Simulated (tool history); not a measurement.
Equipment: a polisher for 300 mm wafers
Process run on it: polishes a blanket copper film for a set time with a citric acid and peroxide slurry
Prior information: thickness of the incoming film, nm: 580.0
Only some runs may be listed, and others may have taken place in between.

run  hour  flow of slurry (ml/min)  pressure of the wafer on the pad (kPa)  speed of the pad under the wafer (m/s)  abrasive content of the slurry  polishing time (s)  film removed (angstrom)
  1     0                      185                                    17.2                                    1.24                               1                  61                   1343.1
  2   6.8                      185                                    17.9                                    1.24                               1                  61                     1380
  3  14.8                      185                                    17.9                                    1.24                            1.15                  61                   1421.6
  4  18.9                      185                                    17.9                                    1.24                            0.95                  61                   1380.7
  5  26.3                      185                                    18.6                                    1.24                            0.95                  61                   1399.9
  6  34.6                      185                                      20                                    1.24                            0.95                  61                   1480.9
  7  39.3                      185                                    20.7                                    1.24                            0.95                  61                   1508.1
  8  45.1                      185                                    21.4                                    1.26                            0.95                  61                   1564.6
  9  49.7                      185                                    22.1                                    1.26                            0.95                  61                   1625.7
 10  54.3                      185                                    22.8                                    1.26                            0.95                  61                   1597.3
 11  62.3                      185                                    23.4                                    1.28                            0.95                  61                   1684.3

Run 12, settings as shown, results not yet in. Your forecast:
 12  68.1                      185                                    24.1                                     1.3                            0.95                  61                        ?

{"run 12": {"film removed (angstrom)": 1747.6}}

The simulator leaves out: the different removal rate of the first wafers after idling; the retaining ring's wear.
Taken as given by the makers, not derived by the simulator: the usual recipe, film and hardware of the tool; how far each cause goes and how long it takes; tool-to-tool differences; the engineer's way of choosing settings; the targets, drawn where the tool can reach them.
